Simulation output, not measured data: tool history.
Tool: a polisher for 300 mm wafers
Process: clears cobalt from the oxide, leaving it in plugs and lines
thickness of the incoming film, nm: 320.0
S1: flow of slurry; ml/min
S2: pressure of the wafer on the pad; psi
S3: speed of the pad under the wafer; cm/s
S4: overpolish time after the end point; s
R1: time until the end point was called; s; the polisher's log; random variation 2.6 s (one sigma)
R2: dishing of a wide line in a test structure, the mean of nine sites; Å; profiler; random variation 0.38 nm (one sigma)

{"run": 1, "hour": 0.0, "S1": 185, "S2": 1.7, "S3": 86, "S4": 19, "R1": 89.587, "R2": 421.23}
{"run": 2, "hour": 1.3, "S1": 140, "S2": 1.7, "S3": 86, "S4": 19, "R1": 93.276, "R2": 408.98}
{"run": 3, "hour": 4.0, "S1": 140, "S2": 1.7, "S3": 86, "S4": 23, "R1": 96.98, "R2": 457.13}
{"run": 4, "hour": 12.3, "S1": 140, "S2": 1.5, "S3": 86, "S4": 20, "R1": 107.71, "R2": 383.69}
{"run": 5, "hour": 15.7, "S1": 140, "S2": 1.2, "S3": 86, "S4": 20, "R1": 131.12, "R2": 348.81}
{"run": 6, "hour": 21.9, "S1": 185, "S2": 1.2, "S3": 86, "S4": 20, "R1": 127.42, "R2": 362.22}
{"run": 7, "hour": 30.2, "S1": 185, "S2": 1.2, "S3": 86, "S4": 18, "R1": 123.18, "R2": 337.93}
{"run": 8, "hour": 32.9, "S1": 185, "S2": 1.2, "S3": 86, "S4": 17, "R1": 124.5, "R2": 324.12}

The next listed run, before its measurement:
{"run": 9, "hour": 34.0, "S1": 185, "S2": 1.2, "S3": 86, "S4": 16, "R1": "?", "R2": "?"}

R1: 122.100 s
R2: 307.56 Å

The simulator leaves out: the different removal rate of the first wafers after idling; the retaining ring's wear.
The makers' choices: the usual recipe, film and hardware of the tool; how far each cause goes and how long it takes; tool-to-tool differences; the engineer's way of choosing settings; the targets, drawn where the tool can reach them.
